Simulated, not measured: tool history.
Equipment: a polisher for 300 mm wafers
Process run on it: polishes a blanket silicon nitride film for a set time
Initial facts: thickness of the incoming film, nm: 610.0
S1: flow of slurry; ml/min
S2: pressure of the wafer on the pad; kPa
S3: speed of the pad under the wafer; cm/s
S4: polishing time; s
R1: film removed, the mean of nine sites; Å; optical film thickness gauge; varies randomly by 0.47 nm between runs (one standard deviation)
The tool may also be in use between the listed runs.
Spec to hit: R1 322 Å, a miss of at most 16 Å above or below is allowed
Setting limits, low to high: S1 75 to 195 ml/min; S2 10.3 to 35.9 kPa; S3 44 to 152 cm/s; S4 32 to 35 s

run 1 hour=0 | S1=125 S2=22.8 S3=98 S4=35 | R1=442.3
run 2 hour=3.3 | S1=125 S2=22.8 S3=110 S4=35 | R1=517.6
run 3 hour=10.6 | S1=125 S2=22.8 S3=110 S4=35 | R1=484.22
run 4 hour=15.9 | S1=125 S2=24.8 S3=110 S4=35 | R1=539.39
run 5 hour=18 | S1=100 S2=24.8 S3=110 S4=35 | R1=500.43
run 6 hour=19.9 | S1=100 S2=23.4 S3=110 S4=35 | R1=482.15
run 7 hour=24.2 | S1=100 S2=22.1 S3=110 S4=35 | R1=460.3
run 8 hour=30.2 | S1=100 S2=22.1 S3=110 S4=35 | R1=464.26
-- hour=37.2 head pressure recalibrated
run 9 hour=37.2 | S1=100 S2=20.7 S3=110 S4=35 | R1=481.26

Exercise: of the 4 proposed moves below, exactly one satisfies all targets within the stated allowed misses. Which move is it?
run A hour=44.2 | S1=95 S2=22.1 S3=72 S4=32 | R1=?
run B hour=44.2 | S1=130 S2=21.4 S3=78 S4=32 | R1=?
run C hour=44.2 | S1=95 S2=17.2 S3=80 S4=32 | R1=?
run D hour=44.2 | S1=125 S2=15.2 S3=124 S4=32 | R1=?

move=A R1=329.48
move=B R1=364.52
move=C R1=282.47
move=D R1=376.86
A: every result lands within tolerance
B: nearer the targets than the last run, but a result is still out of spec
C: the result that was furthest off in the last run now lies on the other side of its target
D: nearer the targets than the last run, but a result is still out of spec
So the answer is move A, the one that meets all the targets.
